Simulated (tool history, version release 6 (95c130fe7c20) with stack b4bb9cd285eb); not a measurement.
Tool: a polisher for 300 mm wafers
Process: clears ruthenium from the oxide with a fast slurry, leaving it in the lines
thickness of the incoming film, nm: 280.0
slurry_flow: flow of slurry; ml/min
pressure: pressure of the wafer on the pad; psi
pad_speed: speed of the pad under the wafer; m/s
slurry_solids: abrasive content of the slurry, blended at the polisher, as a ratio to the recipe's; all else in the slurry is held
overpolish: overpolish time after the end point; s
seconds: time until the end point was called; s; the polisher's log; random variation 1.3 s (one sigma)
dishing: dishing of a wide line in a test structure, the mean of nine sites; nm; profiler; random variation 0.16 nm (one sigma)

run 1 hour=0.0 | slurry_flow=235 pressure=3.4 pad_speed=0.80 slurry_solids=1.0 overpolish=9 | seconds=83.137 dishing=20.731
run 2 hour=2.5 | slurry_flow=235 pressure=3.4 pad_speed=0.88 slurry_solids=1.0 overpolish=9 | seconds=75.698 dishing=22.247
run 3 hour=6.0 | slurry_flow=235 pressure=3.4 pad_speed=0.88 slurry_solids=1.0 overpolish=10 | seconds=77.099 dishing=24.144
run 4 hour=12.2 | slurry_flow=235 pressure=4.0 pad_speed=0.88 slurry_solids=1.0 overpolish=10 | seconds=68.210 dishing=26.374
run 5 hour=15.3 | slurry_flow=235 pressure=4.0 pad_speed=0.88 slurry_solids=1.0 overpolish=8 | seconds=68.056 dishing=21.979
run 6 hour=23.9 | slurry_flow=235 pressure=3.7 pad_speed=0.88 slurry_solids=1.0 overpolish=8 | seconds=70.554 dishing=20.920
run 7 hour=31.6 | slurry_flow=235 pressure=3.4 pad_speed=0.88 slurry_solids=1.0 overpolish=8 | seconds=78.071 dishing=19.775

Forecast run 8:
run 8 hour=34.4 | slurry_flow=235 pressure=3.3 pad_speed=0.88 slurry_solids=1.0 overpolish=8 | seconds=? dishing=?

seconds: 78.315 s
dishing: 19.889 nm
